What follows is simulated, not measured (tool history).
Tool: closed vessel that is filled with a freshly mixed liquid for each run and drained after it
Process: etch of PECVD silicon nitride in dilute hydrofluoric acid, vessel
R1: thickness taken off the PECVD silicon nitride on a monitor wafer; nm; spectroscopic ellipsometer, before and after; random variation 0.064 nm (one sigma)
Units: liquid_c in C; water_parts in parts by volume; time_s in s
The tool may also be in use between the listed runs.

run 1 hour=0.0 | liquid_c=23.0 water_parts=125 time_s=700 | R1=11.5500
run 2 hour=4.8 | liquid_c=24.5 water_parts=125 time_s=700 | R1=12.9000
run 3 hour=13.2 | liquid_c=24.5 water_parts=145 time_s=700 | R1=11.1390
run 4 hour=18.6 | liquid_c=25.5 water_parts=145 time_s=700 | R1=11.8510
run 5 hour=26.6 | liquid_c=26.5 water_parts=145 time_s=700 | R1=12.6070
run 6 hour=30.6 | liquid_c=26.5 water_parts=145 time_s=495 | R1=8.9233
run 7 hour=35.8 | liquid_c=28.0 water_parts=130 time_s=495 | R1=10.8890

Forecast run 8:
run 8 hour=44.7 | liquid_c=28.0 water_parts=130 time_s=495 | R1=?

Run 8 gave R1 10.9530 nm.
